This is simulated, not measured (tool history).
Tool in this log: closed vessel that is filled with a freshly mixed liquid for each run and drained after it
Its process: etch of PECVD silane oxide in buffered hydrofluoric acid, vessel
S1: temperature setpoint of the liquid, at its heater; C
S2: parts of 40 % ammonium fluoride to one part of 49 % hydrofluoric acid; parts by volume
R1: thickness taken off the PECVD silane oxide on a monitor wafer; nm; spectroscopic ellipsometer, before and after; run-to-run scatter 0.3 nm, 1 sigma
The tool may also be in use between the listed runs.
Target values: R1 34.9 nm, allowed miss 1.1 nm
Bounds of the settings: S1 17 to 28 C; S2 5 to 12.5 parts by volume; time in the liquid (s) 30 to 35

{"run": 1, "hour": 0.0, "S1": 20, "S2": 7.5, "time in the liquid (s)": 35, "R1": 66.514}
{"run": 2, "hour": 5.0, "S1": 20, "S2": 9.5, "time in the liquid (s)": 35, "R1": 51.874}
{"run": 3, "hour": 9.8, "S1": 20, "S2": 9.5, "time in the liquid (s)": 30, "R1": 45.656}
{"run": 4, "hour": 17.8, "S1": 19.5, "S2": 9.5, "time in the liquid (s)": 30, "R1": 42.978}
{"run": 5, "hour": 26.2, "S1": 22.5, "S2": 9.5, "time in the liquid (s)": 30, "R1": 52.392}
{"run": 6, "hour": 30.8, "S1": 22.5, "S2": 11, "time in the liquid (s)": 30, "R1": 45.246}
{"run": 7, "hour": 35.0, "S1": 21.5, "S2": 11, "time in the liquid (s)": 30, "R1": 43.151}
{"run": 8, "hour": 39.4, "S1": 20.5, "S2": 11, "time in the liquid (s)": 30, "R1": 40.879}
{"run": 9, "hour": 48.0, "S1": 20, "S2": 11, "time in the liquid (s)": 30, "R1": 39.043}
{"hour": 51.4, "done": "thermometer replaced"}
{"run": 10, "hour": 51.4, "S1": 19.5, "S2": 11, "time in the liquid (s)": 30, "R1": 41.635}
{"run": 11, "hour": 60.0, "S1": 19, "S2": 11.5, "time in the liquid (s)": 30, "R1": 39.796}
{"run": 12, "hour": 63.0, "S1": 18.5, "S2": 11.5, "time in the liquid (s)": 30, "R1": 37.638}
{"run": 13, "hour": 66.0, "S1": 18, "S2": 11.5, "time in the liquid (s)": 30, "R1": 36.949}

Below are 5 possible settings for the next run. Only one of them brings all results inside the allowed miss of their targets. Which is it?
{"run": "A", "hour": 69.0, "S1": 17.5, "S2": 11, "time in the liquid (s)": 30, "R1": "?"}
{"run": "B", "hour": 69.0, "S1": 20, "S2": 12.5, "time in the liquid (s)": 30, "R1": "?"}
{"run": "C", "hour": 69.0, "S1": 19.5, "S2": 12.5, "time in the liquid (s)": 30, "R1": "?"}
{"run": "D", "hour": 69.0, "S1": 17, "S2": 10.5, "time in the liquid (s)": 30, "R1": "?"}
{"run": "E", "hour": 69.0, "S1": 18, "S2": 12, "time in the liquid (s)": 30, "R1": "?"}

move=A R1=37.543
move=B R1=38.157
move=C R1=37.101
move=D R1=38.182
move=E R1=35.477
A: misses by more than the last run did
B: misses by more than the last run did
C: misses by more than the last run did
D: misses by more than the last run did
E: all results land within tolerance of their targets
Go with E: it meets all targets.
